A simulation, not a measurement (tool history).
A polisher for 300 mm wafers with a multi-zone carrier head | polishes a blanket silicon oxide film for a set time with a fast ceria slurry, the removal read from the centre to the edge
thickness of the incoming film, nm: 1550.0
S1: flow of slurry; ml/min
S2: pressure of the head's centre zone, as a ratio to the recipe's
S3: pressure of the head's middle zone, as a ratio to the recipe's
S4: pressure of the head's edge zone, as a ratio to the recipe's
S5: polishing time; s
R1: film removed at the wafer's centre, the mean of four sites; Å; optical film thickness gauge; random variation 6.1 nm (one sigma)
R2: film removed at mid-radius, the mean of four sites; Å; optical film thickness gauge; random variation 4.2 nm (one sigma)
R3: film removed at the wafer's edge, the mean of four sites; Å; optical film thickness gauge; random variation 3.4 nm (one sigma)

{"run": 1, "hour": 0.0, "S1": 225, "S2": 1, "S3": 1, "S4": 1, "S5": 34, "R1": 4863.4, "R2": 4904.6, "R3": 4829.2}
{"run": 2, "hour": 1.6, "S1": 225, "S2": 1, "S3": 1.07, "S4": 1, "S5": 34, "R1": 4882.9, "R2": 5044.8, "R3": 4802.4}
{"run": 3, "hour": 2.8, "S1": 215, "S2": 1.03, "S3": 1.02, "S4": 1.02, "S5": 32, "R1": 4638, "R2": 4427.8, "R3": 4565.6}
{"run": 4, "hour": 11.8, "S1": 205, "S2": 1.05, "S3": 1, "S4": 1.02, "S5": 31, "R1": 4592.2, "R2": 4356.8, "R3": 4448.6}
{"run": 5, "hour": 13.8, "S1": 205, "S2": 1.12, "S3": 1, "S4": 1.02, "S5": 31, "R1": 4891, "R2": 4326.2, "R3": 4365.1}
{"run": 6, "hour": 15.2, "S1": 170, "S2": 1.12, "S3": 1, "S4": 1.02, "S5": 31, "R1": 4827.4, "R2": 4195.9, "R3": 4414.3}
{"run": 7, "hour": 24.2, "S1": 165, "S2": 1.13, "S3": 0.98, "S4": 1.02, "S5": 30, "R1": 4569.9, "R2": 4148.4, "R3": 4212.7}

The next listed run, before its measurement:
{"run": 8, "hour": 29.7, "S1": 180, "S2": 1.14, "S3": 0.96, "S4": 1.05, "S5": 29, "R1": "?", "R2": "?", "R3": "?"}

{"run 8": {"R1": 4558.4, "R2": 3863.2, "R3": 4217.9}}
